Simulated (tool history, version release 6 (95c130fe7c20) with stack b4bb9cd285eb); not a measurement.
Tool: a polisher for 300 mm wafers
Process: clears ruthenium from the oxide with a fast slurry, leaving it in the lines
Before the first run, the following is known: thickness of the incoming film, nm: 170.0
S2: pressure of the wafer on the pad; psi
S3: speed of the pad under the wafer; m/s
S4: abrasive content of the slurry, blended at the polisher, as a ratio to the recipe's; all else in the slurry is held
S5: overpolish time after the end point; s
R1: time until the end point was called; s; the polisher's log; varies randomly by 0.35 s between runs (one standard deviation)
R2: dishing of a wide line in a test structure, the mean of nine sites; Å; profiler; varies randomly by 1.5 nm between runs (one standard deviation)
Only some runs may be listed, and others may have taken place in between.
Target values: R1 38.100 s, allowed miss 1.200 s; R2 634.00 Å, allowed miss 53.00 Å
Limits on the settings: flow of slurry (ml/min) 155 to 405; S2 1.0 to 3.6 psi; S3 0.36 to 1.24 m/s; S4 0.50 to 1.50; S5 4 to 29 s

{"run": 1, "hour": 0.0, "flow of slurry (ml/min)": 260, "S2": 2.3, "S3": 0.8, "S4": 1.0, "S5": 15, "R1": 65.795, "R2": 325.77}
{"run": 2, "hour": 6.9, "flow of slurry (ml/min)": 260, "S2": 2.3, "S3": 0.8, "S4": 1.0, "S5": 21, "R1": 66.047, "R2": 431.31}
{"run": 3, "hour": 9.4, "flow of slurry (ml/min)": 260, "S2": 2.6, "S3": 0.8, "S4": 1.0, "S5": 20, "R1": 58.895, "R2": 454.85}
{"run": 4, "hour": 13.4, "flow of slurry (ml/min)": 260, "S2": 2.6, "S3": 0.8, "S4": 1.0, "S5": 18, "R1": 58.123, "R2": 399.53}
{"run": 5, "hour": 22.1, "flow of slurry (ml/min)": 260, "S2": 2.8, "S3": 0.8, "S4": 1.0, "S5": 19, "R1": 54.95, "R2": 477.83}
{"run": 6, "hour": 30.5, "flow of slurry (ml/min)": 260, "S2": 3.0, "S3": 0.82, "S4": 1.0, "S5": 18, "R1": 50.215, "R2": 462.76}
{"run": 7, "hour": 33.0, "flow of slurry (ml/min)": 260, "S2": 3.1, "S3": 0.84, "S4": 1.0, "S5": 18, "R1": 48.037, "R2": 515.42}
{"hour": 35.5, "done": "worn pad replaced by a new one"}
{"run": 8, "hour": 35.5, "flow of slurry (ml/min)": 260, "S2": 3.2, "S3": 0.86, "S4": 1.0, "S5": 18, "R1": 41.712, "R2": 561.79}
{"run": 9, "hour": 40.0, "flow of slurry (ml/min)": 260, "S2": 3.3, "S3": 0.86, "S4": 1.0, "S5": 18, "R1": 40.842, "R2": 558.97}
{"run": 10, "hour": 44.5, "flow of slurry (ml/min)": 265, "S2": 3.4, "S3": 0.86, "S4": 1.0, "S5": 19, "R1": 40.023, "R2": 620.28}

Below are 5 possible settings for the next run. Only one of them brings all results inside the allowed miss of their targets. Which is it?
{"run": "A", "hour": 49.0, "flow of slurry (ml/min)": 265, "S2": 3.2, "S3": 0.86, "S4": 1.2, "S5": 14, "R1": "?", "R2": "?"}
{"run": "B", "hour": 49.0, "flow of slurry (ml/min)": 325, "S2": 3.2, "S3": 0.98, "S4": 0.95, "S5": 19, "R1": "?", "R2": "?"}
{"run": "C", "hour": 49.0, "flow of slurry (ml/min)": 255, "S2": 3.4, "S3": 0.94, "S4": 1.05, "S5": 15, "R1": "?", "R2": "?"}
{"run": "D", "hour": 49.0, "flow of slurry (ml/min)": 265, "S2": 3.3, "S3": 1.04, "S4": 0.95, "S5": 18, "R1": "?", "R2": "?"}
{"run": "E", "hour": 49.0, "flow of slurry (ml/min)": 195, "S2": 3.5, "S3": 0.82, "S4": 0.9, "S5": 23, "R1": "?", "R2": "?"}

move=A R1=38.712 R2=496.57
move=B R1=38.605 R2=637.94
move=C R1=36.343 R2=554.00
move=D R1=36.226 R2=642.73
move=E R1=43.768 R2=671.33
A: the worst result of the last run now meets its target, but another is out of spec
B: each result inside its tolerance
C: takes the biggest miss from the last run beyond its target
D: takes the biggest miss from the last run beyond its target
E: further off than the last run
Move B is the one to make.
